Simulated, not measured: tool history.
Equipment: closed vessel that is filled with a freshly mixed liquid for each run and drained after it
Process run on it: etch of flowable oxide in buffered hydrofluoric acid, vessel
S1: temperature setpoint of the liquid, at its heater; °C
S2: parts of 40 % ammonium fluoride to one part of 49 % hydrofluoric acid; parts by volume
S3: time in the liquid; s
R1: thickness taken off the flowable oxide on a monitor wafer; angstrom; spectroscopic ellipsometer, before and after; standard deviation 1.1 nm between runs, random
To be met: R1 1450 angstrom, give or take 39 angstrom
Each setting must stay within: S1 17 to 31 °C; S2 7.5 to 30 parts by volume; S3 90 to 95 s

run 1 day=0 | S1=23 S2=22 S3=90 | R1=1097.5
run 2 day=0.358 | S1=23.5 S2=22 S3=90 | R1=1135.7
run 3 day=0.438 | S1=23.5 S2=17.5 S3=90 | R1=1378.6
run 4 day=0.696 | S1=27 S2=17.5 S3=90 | R1=1687.2
run 5 day=0.888 | S1=25.5 S2=17.5 S3=90 | R1=1526.7
run 6 day=1.25 | S1=28 S2=17.5 S3=90 | R1=1747.3
run 7 day=1.35 | S1=27.5 S2=17.5 S3=90 | R1=1713.6
run 8 day=1.438 | S1=24 S2=18 S3=90 | R1=1380.7

Of the 4 settings listed for the next run, only one would bring every result within its allowed miss of target. Which one?
run A day=1.525 | S1=19 S2=14.5 S3=90 | R1=?
run B day=1.525 | S1=23.5 S2=19 S3=95 | R1=?
run C day=1.525 | S1=24.5 S2=17.5 S3=90 | R1=?
run D day=1.525 | S1=22 S2=17 S3=90 | R1=?

move=A R1=1276
move=B R1=1325.7
move=C R1=1438.5
move=D R1=1290.2
A: misses by more than the last run did
B: misses by more than the last run did
C: each result inside its tolerance
D: misses by more than the last run did
The move that meets every target is C.
